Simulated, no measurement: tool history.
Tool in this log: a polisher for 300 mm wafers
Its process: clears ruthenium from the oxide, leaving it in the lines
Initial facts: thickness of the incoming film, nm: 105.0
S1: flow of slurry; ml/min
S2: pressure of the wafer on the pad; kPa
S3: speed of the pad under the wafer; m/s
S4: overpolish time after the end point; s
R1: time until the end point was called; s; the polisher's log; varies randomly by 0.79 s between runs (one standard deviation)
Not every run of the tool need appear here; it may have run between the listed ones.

run,hour,S1,S2,S3,S4,R1
1,0.0,170,16.5,0.90,51,109.930
2,1.5,170,16.5,0.90,51,111.310
3,4.3,170,16.5,0.90,51,106.280
4,10.1,170,19.3,0.90,51,94.988
5,17.2,170,19.3,1.08,51,79.841
6,23.9,170,20.0,1.08,51,78.640
7,26.9,170,20.7,1.08,51,74.931
8,29.9,170,21.4,1.08,51,74.706
9,38.5,170,22.1,1.08,51,70.414

The next listed run, before its measurement:
10,47.1,175,23.4,1.08,51,?

R1: 67.314 s
